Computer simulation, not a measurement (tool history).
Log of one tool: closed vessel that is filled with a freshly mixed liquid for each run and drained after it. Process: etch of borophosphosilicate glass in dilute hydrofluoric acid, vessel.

| run | hour | temperature setpoint of the liquid (K) | parts of water to one part of 49 % hydrofluoric acid (parts by volume) | time in the liquid (s) | thickness taken off the borophosphosilicate glass on a monitor wafer (Å) |
|---|---|---|---|---|---|
| 1 | 0.0 | 294.15 | 45 | 30 | 284.73 |
| 2 | 3.2 | 293.65 | 45 | 30 | 278.38 |
| 3 | 7.6 | 296.15 | 45 | 30 | 310.59 |
| 4 | 9.0 | 293.15 | 45 | 30 | 273.64 |
| 5 | 10.6 | 293.15 | 35 | 30 | 355.69 |
| 6 | 12.9 | 293.15 | 45 | 30 | 272.27 |
| 7 | 18.3 | 293.15 | 45 | 30 | 271.24 |
| 8 | 26.7 | 292.65 | 45 | 30 | 264.36 |

The next listed run, before its measurement:
| 9 | 31.4 | 292.15 | 45 | 30 | ? |

thickness taken off the borophosphosilicate glass on a monitor wafer (Å): 260.24

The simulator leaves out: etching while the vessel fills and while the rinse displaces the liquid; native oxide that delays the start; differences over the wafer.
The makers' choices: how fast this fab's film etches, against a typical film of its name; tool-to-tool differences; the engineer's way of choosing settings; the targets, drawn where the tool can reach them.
